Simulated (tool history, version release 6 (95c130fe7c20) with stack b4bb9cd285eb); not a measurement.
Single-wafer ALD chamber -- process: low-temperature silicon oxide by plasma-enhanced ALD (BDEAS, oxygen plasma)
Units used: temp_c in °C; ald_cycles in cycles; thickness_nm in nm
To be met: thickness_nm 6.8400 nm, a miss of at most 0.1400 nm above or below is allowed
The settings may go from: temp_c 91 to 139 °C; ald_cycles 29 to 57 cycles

{"run": 1, "hour": 0.0, "temp_c": 115, "ald_cycles": 43, "thickness_nm": 5.6632}
{"run": 2, "hour": 5.4, "temp_c": 114, "ald_cycles": 45, "thickness_nm": 5.891}
{"run": 3, "hour": 11.4, "temp_c": 114, "ald_cycles": 42, "thickness_nm": 5.5127}
{"run": 4, "hour": 14.9, "temp_c": 114, "ald_cycles": 44, "thickness_nm": 5.7934}
{"run": 5, "hour": 21.8, "temp_c": 113, "ald_cycles": 45, "thickness_nm": 5.9367}
{"run": 6, "hour": 29.0, "temp_c": 113, "ald_cycles": 40, "thickness_nm": 5.2765}
{"run": 7, "hour": 37.9, "temp_c": 113, "ald_cycles": 42, "thickness_nm": 5.54}
{"run": 8, "hour": 39.8, "temp_c": 108, "ald_cycles": 49, "thickness_nm": 6.5481}

Which of these 4 next moves meets every target?
{"run": "A", "hour": 41.7, "temp_c": 109, "ald_cycles": 49, "thickness_nm": "?"}
{"run": "B", "hour": 41.7, "temp_c": 104, "ald_cycles": 46, "thickness_nm": "?"}
{"run": "C", "hour": 41.7, "temp_c": 103, "ald_cycles": 45, "thickness_nm": "?"}
{"run": "D", "hour": 41.7, "temp_c": 99, "ald_cycles": 50, "thickness_nm": "?"}

move=A thickness_nm=6.5510
move=B thickness_nm=6.2150
move=C thickness_nm=6.0926
move=D thickness_nm=6.8261
A: no nearer and no further than the last run
B: moves away from the targets compared with the last run
C: moves away from the targets compared with the last run
D: in spec on every target
So the answer is move D, the one that meets all the targets.
